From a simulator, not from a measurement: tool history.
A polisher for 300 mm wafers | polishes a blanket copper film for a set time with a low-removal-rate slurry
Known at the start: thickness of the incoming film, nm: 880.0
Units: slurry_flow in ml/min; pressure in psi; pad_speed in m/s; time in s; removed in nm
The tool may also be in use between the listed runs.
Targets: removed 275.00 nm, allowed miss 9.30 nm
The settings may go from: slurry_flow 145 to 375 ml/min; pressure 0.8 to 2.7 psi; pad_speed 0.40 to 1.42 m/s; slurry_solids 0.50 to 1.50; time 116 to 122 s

| run | hour | slurry_flow | pressure | pad_speed | slurry_solids | time | removed |
|---|---|---|---|---|---|---|---|
| 1 | 0.0 | 240 | 1.7 | 0.90 | 1.00 | 116 | 162.39 |
| 2 | 4.9 | 240 | 1.7 | 0.90 | 0.80 | 116 | 152.56 |
| 3 | 11.1 | 240 | 1.7 | 0.90 | 0.80 | 122 | 160.76 |
| 4 | 15.8 | 240 | 1.8 | 0.90 | 0.80 | 122 | 169.10 |
| 5 | 22.1 | 240 | 1.9 | 0.90 | 0.80 | 122 | 180.06 |
| 6 | 28.9 | 240 | 2.0 | 0.90 | 0.80 | 122 | 189.35 |
| 7 | 30.9 | 245 | 2.5 | 0.92 | 0.80 | 122 | 242.96 |
| 8 | 39.3 | 245 | 2.6 | 0.94 | 0.80 | 122 | 257.69 |

Which of these 5 next moves meets every target?
| A | 47.7 | 280 | 2.4 | 0.94 | 0.80 | 116 | ? |
| B | 47.7 | 240 | 2.7 | 1.08 | 0.75 | 122 | ? |
| C | 47.7 | 280 | 2.7 | 1.12 | 0.75 | 116 | ? |
| D | 47.7 | 250 | 2.5 | 1.12 | 0.90 | 122 | ? |
| E | 47.7 | 255 | 2.5 | 1.08 | 0.80 | 118 | ? |

| move | removed |
|---|---|
| A | 230.23 |
| B | 302.60 |
| C | 302.64 |
| D | 302.57 |
| E | 276.53 |
A: further off than the last run
B: takes the result that was furthest off past its target
C: takes the result that was furthest off past its target
D: takes the result that was furthest off past its target
E: meets every target
Move E is the one to make.

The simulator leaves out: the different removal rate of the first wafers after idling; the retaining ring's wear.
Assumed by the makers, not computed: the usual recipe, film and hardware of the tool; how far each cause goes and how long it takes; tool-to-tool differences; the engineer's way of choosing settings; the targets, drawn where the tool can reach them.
